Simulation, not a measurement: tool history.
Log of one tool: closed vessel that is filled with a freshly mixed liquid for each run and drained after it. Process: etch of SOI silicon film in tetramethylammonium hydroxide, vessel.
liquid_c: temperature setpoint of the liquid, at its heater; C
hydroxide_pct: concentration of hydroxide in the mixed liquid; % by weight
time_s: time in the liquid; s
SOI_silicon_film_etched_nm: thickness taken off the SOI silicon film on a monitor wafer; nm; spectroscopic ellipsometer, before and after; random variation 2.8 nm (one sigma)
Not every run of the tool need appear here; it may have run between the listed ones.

run,hour,liquid_c,hydroxide_pct,time_s,SOI_silicon_film_etched_nm
1,0,64,16,95,444.57
2,5.8,61.5,16,95,378.69
3,9.5,62.5,16,95,403.29
4,10.8,65,16,95,465.13
5,18.1,62.5,16,95,400.84
6,21.9,62.5,16,95,404.61
7,30.8,63.5,16,95,429.45
8,36.1,64,16,95,437.88
9,44.9,65,16,95,471.51

Run 10 comes next. What will it give?
10,49.6,65.5,16,95,?

SOI_silicon_film_etched_nm: 480.9 nm
